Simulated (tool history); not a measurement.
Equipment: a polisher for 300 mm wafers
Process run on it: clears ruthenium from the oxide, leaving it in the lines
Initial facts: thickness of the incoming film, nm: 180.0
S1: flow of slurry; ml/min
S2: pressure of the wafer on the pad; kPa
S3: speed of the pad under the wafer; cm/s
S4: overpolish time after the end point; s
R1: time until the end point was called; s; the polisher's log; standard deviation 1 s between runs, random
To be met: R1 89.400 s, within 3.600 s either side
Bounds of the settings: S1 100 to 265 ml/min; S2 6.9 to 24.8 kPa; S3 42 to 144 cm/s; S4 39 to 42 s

run  hour   S1    S2  S3  S4       R1
  1   0.0  170  15.9  92  39  122.190
  2   4.4  170  16.5  92  39  119.150
  3  13.3  195  16.5  92  39  116.310
  4  16.5  195  17.2  92  39  111.790
  5  22.9  195  17.2  92  42  111.440
  6  30.8  170  17.2  92  42  111.890
     38.1  -- slurry nozzle cleaned
  7  38.1  170  17.9  92  42  104.880
  8  42.2  170  18.6  92  42  100.290
  9  50.4  170  19.3  92  42   98.038
 10  58.8  170  20.0  92  42   94.427

5 next moves are on the table. One of them brings every result within its allowed miss. Which?
  A  67.2  165  21.4   78  39   ?
  B  67.2  185  19.3   90  42   ?
  C  67.2  185  18.6  106  42   ?
  D  67.2  160  24.8   68  40   ?
  E  67.2  175  18.6   96  39   ?

move       R1
   A  100.280
   B   98.020
   C   89.172
   D   96.426
   E   96.967
A: lands further from the targets than the last run did
B: lands further from the targets than the last run did
C: every result within its allowed miss
D: lands further from the targets than the last run did
E: lands further from the targets than the last run did
Go with C: it meets all targets.
